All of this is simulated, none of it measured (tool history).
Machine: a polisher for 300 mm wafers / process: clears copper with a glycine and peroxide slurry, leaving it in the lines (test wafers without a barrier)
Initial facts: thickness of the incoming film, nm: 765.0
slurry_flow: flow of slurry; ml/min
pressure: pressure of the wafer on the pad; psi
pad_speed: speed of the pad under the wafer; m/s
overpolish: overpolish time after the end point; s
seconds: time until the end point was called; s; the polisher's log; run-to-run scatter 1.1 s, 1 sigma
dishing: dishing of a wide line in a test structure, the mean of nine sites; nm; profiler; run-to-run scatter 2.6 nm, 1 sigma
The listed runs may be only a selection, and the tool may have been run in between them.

| run | hour | slurry_flow | pressure | pad_speed | overpolish | seconds | dishing |
|---|---|---|---|---|---|---|---|
| 1 | 0 | 150 | 2.3 | 1.26 | 18 | 120.82 | 69.777 |
| 2 | 6.5 | 150 | 2.3 | 1.26 | 19 | 121.81 | 72.53 |
| 3 | 12.9 | 175 | 2.3 | 1.26 | 19 | 119.14 | 76.638 |
| 4 | 16.9 | 175 | 2 | 1.26 | 19 | 127.97 | 69.61 |
| 5 | 25.4 | 175 | 2.1 | 1.26 | 20 | 123.84 | 73.318 |
| 6 | 30.5 | 175 | 2.2 | 1.26 | 21 | 122.43 | 76.433 |
| 7 | 32.9 | 175 | 2.3 | 1.26 | 22 | 118.1 | 83.344 |

Predict the results of run 8:
| 8 | 39.7 | 175 | 2.3 | 1.26 | 23 | ? | ? |

seconds: 116.63 s
dishing: 83.018 nm
